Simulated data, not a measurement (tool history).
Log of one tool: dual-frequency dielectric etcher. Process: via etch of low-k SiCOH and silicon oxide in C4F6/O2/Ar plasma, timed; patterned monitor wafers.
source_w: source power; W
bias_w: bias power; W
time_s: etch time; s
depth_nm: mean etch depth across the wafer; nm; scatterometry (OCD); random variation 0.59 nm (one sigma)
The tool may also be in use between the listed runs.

{"run": 1, "hour": 0.0, "source_w": 350, "bias_w": 235, "time_s": 37.5, "depth_nm": 110.18}
{"run": 2, "hour": 1.2, "source_w": 350, "bias_w": 206, "time_s": 37.5, "depth_nm": 106.21}
{"run": 3, "hour": 7.4, "source_w": 320, "bias_w": 199, "time_s": 37.5, "depth_nm": 102.03}
{"run": 4, "hour": 13.1, "source_w": 300, "bias_w": 193, "time_s": 37.5, "depth_nm": 98.549}
{"run": 5, "hour": 17.0, "source_w": 280, "bias_w": 190, "time_s": 37.5, "depth_nm": 93.8}
{"run": 6, "hour": 24.4, "source_w": 320, "bias_w": 190, "time_s": 37.5, "depth_nm": 100.05}
{"run": 7, "hour": 27.9, "source_w": 300, "bias_w": 187, "time_s": 37.5, "depth_nm": 97.263}
{"run": 8, "hour": 30.1, "source_w": 240, "bias_w": 176, "time_s": 37.5, "depth_nm": 87.812}

Run 9 comes next. What will it give?
{"run": 9, "hour": 38.4, "source_w": 240, "bias_w": 177, "time_s": 37.5, "depth_nm": "?"}

Run 9 gave depth_nm 87.146 nm.
